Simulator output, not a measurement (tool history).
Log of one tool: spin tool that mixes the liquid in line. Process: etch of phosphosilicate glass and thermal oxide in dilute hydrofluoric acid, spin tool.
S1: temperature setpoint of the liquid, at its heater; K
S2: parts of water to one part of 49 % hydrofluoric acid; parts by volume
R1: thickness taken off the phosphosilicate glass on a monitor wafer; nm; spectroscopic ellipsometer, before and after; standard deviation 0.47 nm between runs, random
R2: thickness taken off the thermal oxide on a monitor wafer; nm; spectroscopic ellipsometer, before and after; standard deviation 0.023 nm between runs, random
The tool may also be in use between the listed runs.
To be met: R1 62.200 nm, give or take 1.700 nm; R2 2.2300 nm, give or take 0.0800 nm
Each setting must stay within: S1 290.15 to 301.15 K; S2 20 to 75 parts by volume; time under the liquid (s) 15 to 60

{"run": 1, "day": 0.0, "S1": 293.15, "S2": 45, "time under the liquid (s)": 30, "R1": 75.675, "R2": 2.7045}
{"run": 2, "day": 0.171, "S1": 292.65, "S2": 45, "time under the liquid (s)": 30, "R1": 73.749, "R2": 2.6467}
{"run": 3, "day": 0.208, "S1": 291.15, "S2": 45, "time under the liquid (s)": 30, "R1": 70.435, "R2": 2.5132}
{"run": 4, "day": 0.288, "S1": 293.15, "S2": 45, "time under the liquid (s)": 30, "R1": 74.783, "R2": 2.6842}
{"run": 5, "day": 0.525, "S1": 293.15, "S2": 45, "time under the liquid (s)": 40, "R1": 100.07, "R2": 3.5766}
{"run": 6, "day": 0.825, "S1": 292.65, "S2": 45, "time under the liquid (s)": 40, "R1": 99.185, "R2": 3.537}
{"run": 7, "day": 1.058, "S1": 292.15, "S2": 45, "time under the liquid (s)": 40, "R1": 96.583, "R2": 3.4917}
{"run": 8, "day": 1.371, "S1": 290.15, "S2": 60, "time under the liquid (s)": 40, "R1": 65.485, "R2": 2.3153}
{"run": 9, "day": 1.658, "S1": 290.15, "S2": 65, "time under the liquid (s)": 40, "R1": 59.606, "R2": 2.1658}

Which of these 4 next moves meets every target?
{"run": "A", "day": 1.946, "S1": 290.15, "S2": 55, "time under the liquid (s)": 35, "R1": "?", "R2": "?"}
{"run": "B", "day": 1.946, "S1": 290.15, "S2": 60, "time under the liquid (s)": 35, "R1": "?", "R2": "?"}
{"run": "C", "day": 1.946, "S1": 292.15, "S2": 55, "time under the liquid (s)": 30, "R1": "?", "R2": "?"}
{"run": "D", "day": 1.946, "S1": 296.15, "S2": 75, "time under the liquid (s)": 40, "R1": "?", "R2": "?"}

move=A R1=62.771 R2=2.2452
move=B R1=57.223 R2=2.0467
move=C R1=58.636 R2=2.0973
move=D R1=66.122 R2=2.3650
A: each result inside its tolerance
B: lands further from the targets than the last run did
C: lands further from the targets than the last run did
D: pushes the last run's worst result past its target
Move A is the one to make.
